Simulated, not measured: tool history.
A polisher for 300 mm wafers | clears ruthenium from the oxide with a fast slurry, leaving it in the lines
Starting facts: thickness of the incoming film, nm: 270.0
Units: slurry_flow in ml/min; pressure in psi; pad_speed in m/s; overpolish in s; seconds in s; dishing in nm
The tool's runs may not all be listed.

run	hour	slurry_flow	pressure	pad_speed	slurry_solids	overpolish	seconds	dishing
1	0	310	1.7	1.26	1	11	71.168	28.968
2	2.3	310	1.4	1.26	1	11	86.398	26.506
3	2.9	310	1.4	1.26	0.9	11	88.827	23.664
4	6.5	310	1.8	1.22	0.8	9	80.385	22.72
5	12.5	310	1.6	1.22	0.8	9	88.923	21.608
6	17.8	275	1.9	1.24	0.7	7	79.976	18.612
7	22.6	250	2.1	1.28	0.65	6	71.106	17.312
8	29.5	230	2.3	1.32	0.6	5	66.569	15.807
9	30.5	215	2.4	1.38	0.55	4	65.254	13.55
10	32.3	210	2.5	1.46	0.55	4	59.233	14.8
11	36.7	205	2.6	1.52	0.55	4	52.852	15.85
12	37.6	185	2.7	1.5	0.5	3	57.637	11.595
13	44.3	185	2.7	1.56	0.5	3	56.476	11.631

The next listed run, before its measurement:
14	47.3	195	2.7	1.6	0.5	3	?	?

seconds: 54.031 s
dishing: 12.136 nm
